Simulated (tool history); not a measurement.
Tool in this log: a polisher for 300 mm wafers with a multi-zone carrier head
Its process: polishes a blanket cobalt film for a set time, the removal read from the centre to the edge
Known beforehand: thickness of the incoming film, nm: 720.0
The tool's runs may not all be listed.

| run | hour | flow of slurry (ml/min) | pressure of the head's centre zone | pressure of the head's middle zone | pressure of the head's edge zone | polishing time (s) | film removed at the wafer's centre (nm) | film removed at mid-radius (nm) | film removed at the wafer's edge (nm) |
|---|---|---|---|---|---|---|---|---|---|
| 1 | 0.0 | 185 | 1.00 | 1.00 | 1.00 | 53 | 268.24 | 273.33 | 270.29 |
| 2 | 7.8 | 185 | 1.00 | 1.00 | 1.00 | 65 | 320.24 | 328.77 | 329.37 |
| 3 | 13.9 | 185 | 1.00 | 1.09 | 1.00 | 65 | 325.13 | 354.55 | 329.94 |
| 4 | 21.8 | 185 | 1.00 | 1.15 | 1.00 | 65 | 332.37 | 370.25 | 330.51 |
| 5 | 25.9 | 185 | 0.96 | 1.15 | 1.00 | 65 | 316.72 | 363.51 | 330.55 |
| 6 | 28.0 | 185 | 0.87 | 1.15 | 1.00 | 65 | 291.29 | 373.40 | 328.82 |
| 7 | 34.4 | 195 | 0.93 | 1.14 | 1.03 | 66 | 320.95 | 373.01 | 342.72 |
| 8 | 35.8 | 205 | 0.96 | 1.14 | 1.05 | 66 | 326.78 | 380.26 | 351.30 |

Forecast run 9:
| 9 | 40.3 | 215 | 1.01 | 1.12 | 1.06 | 66 | ? | ? | ? |

Run 9 gave film removed at the wafer's centre (nm) 344.35, film removed at mid-radius (nm) 383.92, film removed at the wafer's edge (nm) 349.30.
